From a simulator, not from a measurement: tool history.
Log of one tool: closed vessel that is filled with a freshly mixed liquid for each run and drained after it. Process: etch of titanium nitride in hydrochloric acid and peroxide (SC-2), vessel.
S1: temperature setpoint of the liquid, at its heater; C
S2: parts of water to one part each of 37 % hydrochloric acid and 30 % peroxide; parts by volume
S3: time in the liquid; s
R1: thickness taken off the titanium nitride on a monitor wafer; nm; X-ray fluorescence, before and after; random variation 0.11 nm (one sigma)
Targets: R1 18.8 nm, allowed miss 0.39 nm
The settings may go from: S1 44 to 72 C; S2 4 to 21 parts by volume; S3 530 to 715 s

Run 1, day 0: S1 60 C, S2 11.5 parts by volume, S3 715 s. Result: R1 21.661 nm.
Run 2, day 0.108: S1 60 C, S2 11.5 parts by volume, S3 715 s. Result: R1 21.562 nm.
Run 3, day 0.329: S1 59.5 C, S2 11.5 parts by volume, S3 715 s. Result: R1 20.608 nm.
Run 4, day 0.738: S1 59 C, S2 11.5 parts by volume, S3 715 s. Result: R1 20.055 nm.
Run 5, day 1.117: S1 59 C, S2 11.5 parts by volume, S3 715 s. Result: R1 20.252 nm.
Run 6, day 1.317: S1 59 C, S2 11.5 parts by volume, S3 530 s. Result: R1 14.81 nm.
Run 7, day 1.667: S1 60 C, S2 11.5 parts by volume, S3 530 s. Result: R1 15.925 nm.
Run 8, day 1.821: S1 61 C, S2 11.5 parts by volume, S3 530 s. Result: R1 17.122 nm.

5 next moves are on the table. One of them brings every result within its allowed miss. Which?
Run A, day 1.975: S1 63.5 C, S2 13.5 parts by volume, S3 580 s. Result: R1 ?.
Run B, day 1.975: S1 56.5 C, S2 10 parts by volume, S3 665 s. Result: R1 ?.
Run C, day 1.975: S1 62 C, S2 15 parts by volume, S3 665 s. Result: R1 ?.
Run D, day 1.975: S1 64 C, S2 14 parts by volume, S3 550 s. Result: R1 ?.
Run E, day 1.975: S1 61.5 C, S2 14 parts by volume, S3 630 s. Result: R1 ?.

move      R1
   A  19.046
   B  18.181
   C   18.15
   D  18.041
   E  17.711
A: meets every target
B: nearer than the last run, and not there yet
C: nearer than the last run, and not there yet
D: nearer than the last run, and not there yet
E: nearer than the last run, and not there yet
The right move is A.
